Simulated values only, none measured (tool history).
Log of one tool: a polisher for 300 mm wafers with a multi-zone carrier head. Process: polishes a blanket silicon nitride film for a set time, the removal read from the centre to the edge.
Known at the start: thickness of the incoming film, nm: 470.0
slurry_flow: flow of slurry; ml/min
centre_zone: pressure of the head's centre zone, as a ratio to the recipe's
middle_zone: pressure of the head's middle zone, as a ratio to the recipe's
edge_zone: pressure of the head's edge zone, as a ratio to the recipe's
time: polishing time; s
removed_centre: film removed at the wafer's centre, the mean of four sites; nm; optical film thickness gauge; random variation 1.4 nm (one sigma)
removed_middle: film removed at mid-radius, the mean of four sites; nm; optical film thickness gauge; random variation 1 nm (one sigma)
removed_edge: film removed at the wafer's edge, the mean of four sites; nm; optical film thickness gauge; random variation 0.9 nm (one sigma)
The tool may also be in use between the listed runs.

{"run": 1, "hour": 0.0, "slurry_flow": 155, "centre_zone": 1.0, "middle_zone": 1.0, "edge_zone": 1.0, "time": 39, "removed_centre": 74.541, "removed_middle": 72.391, "removed_edge": 71.576}
{"run": 2, "hour": 3.4, "slurry_flow": 155, "centre_zone": 1.06, "middle_zone": 1.0, "edge_zone": 1.0, "time": 39, "removed_centre": 76.007, "removed_middle": 71.676, "removed_edge": 71.953}
{"run": 3, "hour": 11.8, "slurry_flow": 155, "centre_zone": 1.06, "middle_zone": 1.0, "edge_zone": 1.0, "time": 43, "removed_centre": 84.175, "removed_middle": 80.697, "removed_edge": 79.839}
{"run": 4, "hour": 13.8, "slurry_flow": 155, "centre_zone": 1.06, "middle_zone": 1.0, "edge_zone": 1.0, "time": 50, "removed_centre": 99.972, "removed_middle": 93.292, "removed_edge": 91.943}
{"run": 5, "hour": 18.6, "slurry_flow": 155, "centre_zone": 1.04, "middle_zone": 1.01, "edge_zone": 1.03, "time": 50, "removed_centre": 98.292, "removed_middle": 94.117, "removed_edge": 94.257}
{"run": 6, "hour": 22.2, "slurry_flow": 155, "centre_zone": 1.04, "middle_zone": 0.93, "edge_zone": 1.03, "time": 50, "removed_centre": 99.912, "removed_middle": 87.396, "removed_edge": 95.039}
{"run": 7, "hour": 29.0, "slurry_flow": 160, "centre_zone": 1.02, "middle_zone": 0.95, "edge_zone": 1.04, "time": 50, "removed_centre": 95.494, "removed_middle": 91.224, "removed_edge": 94.604}

The next listed run, before its measurement:
{"run": 8, "hour": 32.9, "slurry_flow": 165, "centre_zone": 1.02, "middle_zone": 0.95, "edge_zone": 1.05, "time": 50, "removed_centre": "?", "removed_middle": "?", "removed_edge": "?"}

removed_centre: 95.711 nm
removed_middle: 92.659 nm
removed_edge: 96.029 nm
